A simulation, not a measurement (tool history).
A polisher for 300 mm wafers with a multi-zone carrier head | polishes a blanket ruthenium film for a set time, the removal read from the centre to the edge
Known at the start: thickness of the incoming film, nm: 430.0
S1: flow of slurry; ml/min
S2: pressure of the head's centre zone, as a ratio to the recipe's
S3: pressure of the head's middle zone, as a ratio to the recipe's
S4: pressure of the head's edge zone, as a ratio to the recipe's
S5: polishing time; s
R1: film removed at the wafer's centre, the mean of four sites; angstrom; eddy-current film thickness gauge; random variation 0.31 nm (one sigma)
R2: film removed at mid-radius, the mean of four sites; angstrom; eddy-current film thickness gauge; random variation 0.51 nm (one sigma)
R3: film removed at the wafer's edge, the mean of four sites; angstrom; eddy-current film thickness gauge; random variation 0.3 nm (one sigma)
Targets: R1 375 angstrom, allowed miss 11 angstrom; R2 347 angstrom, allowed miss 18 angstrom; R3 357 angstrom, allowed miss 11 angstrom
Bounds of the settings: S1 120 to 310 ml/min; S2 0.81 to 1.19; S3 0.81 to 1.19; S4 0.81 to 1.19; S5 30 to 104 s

run,day,S1,S2,S3,S4,S5,R1,R2,R3
1,0,200,1,1,1,67,588.28,640.58,652.57
2,0.271,200,1.04,1,1,67,607.73,622.09,645.31
3,0.342,165,1.04,1,1,67,591.43,613.28,628.38
4,0.583,160,1.05,0.98,0.96,58,512.35,524.53,542.71
5,0.779,160,1.08,0.98,0.93,51,467.23,470.3,460.69
6,0.838,160,1.08,0.98,0.93,66,601.8,585.7,609.81
7,0.929,165,1.09,0.96,0.93,57,517.95,506.05,519.28
8,1.188,165,1.11,0.94,0.93,51,478.72,447.47,462.79
9,1.246,170,1.11,0.93,0.92,47,444.22,427.71,429.51
10,1.375,135,1.11,0.83,0.84,37,337.52,301.05,322.26
11,1.621,155,1.11,0.84,0.86,37,344.53,302.68,327.93
12,1.958,160,1.11,0.86,0.88,37,350.38,314.25,333.02

Which of these 4 next moves meets every target?
A,2.296,125,1.1,0.88,0.87,35,?,?,?
B,2.296,145,1.03,0.99,0.87,39,?,?,?
C,2.296,140,0.96,0.85,0.83,41,?,?,?
D,2.296,195,1.07,0.84,0.83,40,?,?,?

move,R1,R2,R3
A,308.97,287.49,299.07
B,331.58,348,338.99
C,322.23,338.13,347.92
D,370.91,344.36,351.75
A: further off than the last run
B: further off than the last run
C: further off than the last run
D: meets every target
Answer: D
